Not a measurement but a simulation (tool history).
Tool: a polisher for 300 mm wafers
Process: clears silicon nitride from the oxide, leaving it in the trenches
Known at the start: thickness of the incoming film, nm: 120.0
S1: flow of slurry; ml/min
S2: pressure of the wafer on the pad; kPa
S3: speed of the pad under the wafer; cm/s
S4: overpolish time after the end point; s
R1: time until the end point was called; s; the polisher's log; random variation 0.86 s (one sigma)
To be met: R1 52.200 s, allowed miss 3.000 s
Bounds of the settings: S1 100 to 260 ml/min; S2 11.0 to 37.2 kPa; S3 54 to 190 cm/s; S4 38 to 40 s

run 1 hour=0.0 | S1=165 S2=24.1 S3=122 S4=38 | R1=102.360
run 2 hour=6.0 | S1=165 S2=27.6 S3=126 S4=38 | R1=88.059
run 3 hour=10.0 | S1=125 S2=27.6 S3=126 S4=38 | R1=94.735
run 4 hour=14.8 | S1=125 S2=27.6 S3=126 S4=38 | R1=93.015
run 5 hour=22.6 | S1=125 S2=27.6 S3=126 S4=40 | R1=91.449
run 6 hour=23.5 | S1=125 S2=25.5 S3=126 S4=40 | R1=100.580
run 7 hour=30.7 | S1=130 S2=28.3 S3=130 S4=40 | R1=87.133
run 8 hour=35.7 | S1=135 S2=35.2 S3=154 S4=40 | R1=61.009

5 next moves are on the table. One of them brings every result within its allowed miss. Which?
run A hour=40.7 | S1=155 S2=32.4 S3=152 S4=40 | R1=?
run B hour=40.7 | S1=120 S2=35.2 S3=170 S4=39 | R1=?
run C hour=40.7 | S1=135 S2=34.5 S3=146 S4=40 | R1=?
run D hour=40.7 | S1=145 S2=37.2 S3=168 S4=40 | R1=?
run E hour=40.7 | S1=125 S2=31.7 S3=142 S4=38 | R1=?

move=A R1=67.047
move=B R1=59.672
move=C R1=67.066
move=D R1=54.598
move=E R1=75.741
A: further off than the last run
B: nearer than the last run, and not there yet
C: further off than the last run
D: meets every target
E: further off than the last run
Answer: D
